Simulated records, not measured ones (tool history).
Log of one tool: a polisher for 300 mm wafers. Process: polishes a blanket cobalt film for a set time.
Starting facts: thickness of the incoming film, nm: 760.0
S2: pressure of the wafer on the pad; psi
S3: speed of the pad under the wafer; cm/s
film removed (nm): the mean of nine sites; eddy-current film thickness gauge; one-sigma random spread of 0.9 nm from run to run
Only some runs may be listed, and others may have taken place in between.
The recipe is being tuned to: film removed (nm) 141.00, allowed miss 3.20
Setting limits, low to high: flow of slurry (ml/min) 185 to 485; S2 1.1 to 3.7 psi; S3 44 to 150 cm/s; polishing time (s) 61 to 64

{"run": 1, "day": 0.0, "flow of slurry (ml/min)": 310, "S2": 2.4, "S3": 96, "polishing time (s)": 61, "film removed (nm)": 351.81}
{"run": 2, "day": 0.15, "flow of slurry (ml/min)": 310, "S2": 2.3, "S3": 92, "polishing time (s)": 61, "film removed (nm)": 328.62}
{"run": 3, "day": 0.196, "flow of slurry (ml/min)": 310, "S2": 2.3, "S3": 92, "polishing time (s)": 64, "film removed (nm)": 345.04}
{"run": 4, "day": 0.442, "flow of slurry (ml/min)": 310, "S2": 2.2, "S3": 88, "polishing time (s)": 64, "film removed (nm)": 314.53}
{"run": 5, "day": 0.525, "flow of slurry (ml/min)": 310, "S2": 2.2, "S3": 106, "polishing time (s)": 64, "film removed (nm)": 380.13}
{"run": 6, "day": 0.55, "flow of slurry (ml/min)": 390, "S2": 2.2, "S3": 106, "polishing time (s)": 64, "film removed (nm)": 382.1}
{"run": 7, "day": 0.804, "flow of slurry (ml/min)": 390, "S2": 2.1, "S3": 100, "polishing time (s)": 64, "film removed (nm)": 345.6}
{"run": 8, "day": 1.012, "flow of slurry (ml/min)": 390, "S2": 2.0, "S3": 96, "polishing time (s)": 64, "film removed (nm)": 317.02}
{"run": 9, "day": 1.338, "flow of slurry (ml/min)": 390, "S2": 1.9, "S3": 92, "polishing time (s)": 64, "film removed (nm)": 289.44}
{"run": 10, "day": 1.679, "flow of slurry (ml/min)": 390, "S2": 1.8, "S3": 88, "polishing time (s)": 64, "film removed (nm)": 266.61}
{"run": 11, "day": 1.875, "flow of slurry (ml/min)": 390, "S2": 1.7, "S3": 84, "polishing time (s)": 64, "film removed (nm)": 236.2}
{"run": 12, "day": 2.183, "flow of slurry (ml/min)": 390, "S2": 1.6, "S3": 82, "polishing time (s)": 64, "film removed (nm)": 220.7}
{"run": 13, "day": 2.483, "flow of slurry (ml/min)": 365, "S2": 1.1, "S3": 56, "polishing time (s)": 64, "film removed (nm)": 107.99}
{"run": 14, "day": 2.571, "flow of slurry (ml/min)": 455, "S2": 1.5, "S3": 56, "polishing time (s)": 64, "film removed (nm)": 143.93}
{"run": 15, "day": 2.767, "flow of slurry (ml/min)": 445, "S2": 1.5, "S3": 56, "polishing time (s)": 64, "film removed (nm)": 143.82}
{"run": 16, "day": 3.079, "flow of slurry (ml/min)": 445, "S2": 1.5, "S3": 56, "polishing time (s)": 64, "film removed (nm)": 145.37}
{"run": 17, "day": 3.425, "flow of slurry (ml/min)": 440, "S2": 1.5, "S3": 56, "polishing time (s)": 64, "film removed (nm)": 144.95}
{"run": 18, "day": 3.754, "flow of slurry (ml/min)": 435, "S2": 1.5, "S3": 56, "polishing time (s)": 64, "film removed (nm)": 144.64}
{"day": 3.867, "done": "worn pad replaced by a new one"}
{"run": 19, "day": 3.867, "flow of slurry (ml/min)": 420, "S2": 1.5, "S3": 56, "polishing time (s)": 64, "film removed (nm)": 153.81}
{"run": 20, "day": 4.071, "flow of slurry (ml/min)": 420, "S2": 1.5, "S3": 56, "polishing time (s)": 64, "film removed (nm)": 156.41}

4 candidate next runs follow, results not yet known. Just one meets every target within its allowed miss. Identify it.
{"run": "A", "day": 4.275, "flow of slurry (ml/min)": 410, "S2": 1.1, "S3": 94, "polishing time (s)": 61, "film removed (nm)": "?"}
{"run": "B", "day": 4.275, "flow of slurry (ml/min)": 465, "S2": 1.1, "S3": 70, "polishing time (s)": 63, "film removed (nm)": "?"}
{"run": "C", "day": 4.275, "flow of slurry (ml/min)": 405, "S2": 1.4, "S3": 60, "polishing time (s)": 62, "film removed (nm)": "?"}
{"run": "D", "day": 4.275, "flow of slurry (ml/min)": 400, "S2": 1.4, "S3": 60, "polishing time (s)": 64, "film removed (nm)": "?"}

move=A film_removed_(nm)=180.02
move=B film_removed_(nm)=140.90
move=C film_removed_(nm)=149.06
move=D film_removed_(nm)=153.76
A: further off than the last run
B: hits every target within its allowed miss
C: nearer than the last run, and not there yet
D: nearer than the last run, and not there yet
Move B is the one to make.

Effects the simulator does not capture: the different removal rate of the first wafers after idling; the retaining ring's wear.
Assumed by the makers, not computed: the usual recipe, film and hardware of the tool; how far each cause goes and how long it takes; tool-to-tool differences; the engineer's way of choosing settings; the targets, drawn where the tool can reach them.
